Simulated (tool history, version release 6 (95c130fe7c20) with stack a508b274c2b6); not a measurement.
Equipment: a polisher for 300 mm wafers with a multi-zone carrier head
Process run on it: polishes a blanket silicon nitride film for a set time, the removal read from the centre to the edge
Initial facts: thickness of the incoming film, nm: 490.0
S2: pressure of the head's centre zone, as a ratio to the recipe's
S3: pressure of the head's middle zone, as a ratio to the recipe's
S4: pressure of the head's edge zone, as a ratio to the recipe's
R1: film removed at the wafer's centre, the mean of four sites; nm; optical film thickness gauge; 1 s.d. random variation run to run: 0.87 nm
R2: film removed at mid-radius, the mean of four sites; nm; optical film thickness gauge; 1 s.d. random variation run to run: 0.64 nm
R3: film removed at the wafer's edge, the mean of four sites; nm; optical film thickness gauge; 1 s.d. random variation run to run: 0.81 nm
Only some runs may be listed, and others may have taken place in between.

{"run": 1, "hour": 0.0, "flow of slurry (ml/min)": 245, "S2": 1.0, "S3": 1.0, "S4": 1.0, "polishing time (s)": 74, "R1": 109.74, "R2": 107.29, "R3": 111.65}
{"run": 2, "hour": 8.6, "flow of slurry (ml/min)": 245, "S2": 1.0, "S3": 1.0, "S4": 1.0, "polishing time (s)": 59, "R1": 88.08, "R2": 86.294, "R3": 87.875}
{"run": 3, "hour": 13.5, "flow of slurry (ml/min)": 245, "S2": 1.0, "S3": 1.0, "S4": 1.0, "polishing time (s)": 70, "R1": 103.21, "R2": 101.03, "R3": 104.24}
{"run": 4, "hour": 22.2, "flow of slurry (ml/min)": 245, "S2": 0.98, "S3": 0.99, "S4": 0.98, "polishing time (s)": 66, "R1": 94.781, "R2": 95.376, "R3": 96.048}
{"run": 5, "hour": 26.3, "flow of slurry (ml/min)": 245, "S2": 0.98, "S3": 0.99, "S4": 0.98, "polishing time (s)": 49, "R1": 70.852, "R2": 69.077, "R3": 73.487}
{"run": 6, "hour": 35.2, "flow of slurry (ml/min)": 245, "S2": 0.98, "S3": 0.99, "S4": 0.9, "polishing time (s)": 49, "R1": 70.858, "R2": 70.18, "R3": 67.639}
{"run": 7, "hour": 37.1, "flow of slurry (ml/min)": 250, "S2": 0.98, "S3": 1.0, "S4": 0.91, "polishing time (s)": 49, "R1": 71.322, "R2": 70.827, "R3": 69.515}

What does the tool deliver on the next run?
{"run": 8, "hour": 42.8, "flow of slurry (ml/min)": 255, "S2": 0.98, "S3": 1.01, "S4": 0.92, "polishing time (s)": 49, "R1": "?", "R2": "?", "R3": "?"}

{"run 8": {"R1": 72.938, "R2": 71.373, "R3": 70.594}}
